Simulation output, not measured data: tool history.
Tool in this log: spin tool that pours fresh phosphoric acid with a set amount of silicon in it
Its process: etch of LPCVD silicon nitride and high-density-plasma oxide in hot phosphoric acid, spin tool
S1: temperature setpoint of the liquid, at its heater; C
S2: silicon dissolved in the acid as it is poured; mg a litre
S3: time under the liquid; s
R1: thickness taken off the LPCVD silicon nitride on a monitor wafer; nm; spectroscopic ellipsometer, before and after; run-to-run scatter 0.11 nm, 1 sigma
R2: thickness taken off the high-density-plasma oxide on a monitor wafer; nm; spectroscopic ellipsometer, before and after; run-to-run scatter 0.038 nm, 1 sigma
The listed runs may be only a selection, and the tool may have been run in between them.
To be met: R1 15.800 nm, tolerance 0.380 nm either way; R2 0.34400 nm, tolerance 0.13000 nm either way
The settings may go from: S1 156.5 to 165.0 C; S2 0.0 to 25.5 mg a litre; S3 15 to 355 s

| run | hour | S1 | S2 | S3 | R1 | R2 |
|---|---|---|---|---|---|---|
| 1 | 0.0 | 160.0 | 11.0 | 180 | 14.250 | 0.41102 |
| 2 | 6.2 | 160.0 | 17.5 | 180 | 14.360 | 0.29376 |
| 3 | 8.2 | 160.5 | 17.5 | 180 | 14.466 | 0.30878 |
| 4 | 8.8 | 161.0 | 18.0 | 180 | 14.694 | 0.26516 |
| 5 | 12.5 | 161.0 | 18.0 | 230 | 18.644 | 0.44501 |
| 6 | 16.0 | 162.5 | 18.0 | 230 | 19.875 | 0.50746 |
| 7 | 20.7 | 161.5 | 17.5 | 225 | 18.628 | 0.51597 |
| 8 | 25.1 | 160.5 | 17.5 | 225 | 18.245 | 0.34631 |
| 9 | 28.8 | 160.0 | 16.0 | 220 | 17.486 | 0.43822 |
| 10 | 32.4 | 159.5 | 16.0 | 220 | 17.190 | 0.44794 |
| 11 | 37.2 | 159.0 | 16.5 | 220 | 16.910 | 0.40348 |
| 12 | 45.3 | 158.5 | 16.5 | 220 | 16.526 | 0.32884 |

Consider the 4 candidate settings below. Which is the only one whose results all fall within their allowed miss of target?
| A | 53.4 | 160.5 | 13.0 | 210 | ? | ? |
| B | 53.4 | 159.5 | 20.5 | 210 | ? | ? |
| C | 53.4 | 159.5 | 17.0 | 205 | ? | ? |
| D | 53.4 | 158.5 | 13.5 | 220 | ? | ? |

| move | R1 | R2 |
|---|---|---|
| A | 17.012 | 0.45512 |
| B | 16.450 | 0.34715 |
| C | 16.058 | 0.37326 |
| D | 16.662 | 0.40608 |
A: further off than the last run
B: closer than the last run, but not yet in spec
C: every result within its allowed miss
D: further off than the last run
Answer: C
